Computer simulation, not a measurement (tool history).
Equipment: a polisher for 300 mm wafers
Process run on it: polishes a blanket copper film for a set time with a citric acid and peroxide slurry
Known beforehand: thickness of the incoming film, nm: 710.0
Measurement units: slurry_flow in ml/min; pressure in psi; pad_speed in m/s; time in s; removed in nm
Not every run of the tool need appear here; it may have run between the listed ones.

run 1 hour=0.0 | slurry_flow=195 pressure=2.5 pad_speed=1.06 slurry_solids=1.0 time=89 | removed=200.71
run 2 hour=5.5 | slurry_flow=195 pressure=2.5 pad_speed=1.06 slurry_solids=1.0 time=93 | removed=209.79
run 3 hour=9.3 | slurry_flow=195 pressure=2.0 pad_speed=1.06 slurry_solids=1.0 time=93 | removed=169.01
run 4 hour=13.8 | slurry_flow=205 pressure=2.2 pad_speed=1.06 slurry_solids=1.0 time=93 | removed=186.46
run 5 hour=19.7 | slurry_flow=205 pressure=2.2 pad_speed=1.06 slurry_solids=1.0 time=93 | removed=182.91
run 6 hour=25.5 | slurry_flow=205 pressure=2.4 pad_speed=1.06 slurry_solids=1.0 time=93 | removed=202.72
run 7 hour=31.8 | slurry_flow=210 pressure=2.5 pad_speed=1.06 slurry_solids=1.0 time=93 | removed=211.11

Run 8 is up next; what results do you expect?
run 8 hour=40.5 | slurry_flow=210 pressure=2.6 pad_speed=1.06 slurry_solids=1.0 time=93 | removed=?

Run 8 measured removed 217.10 nm.
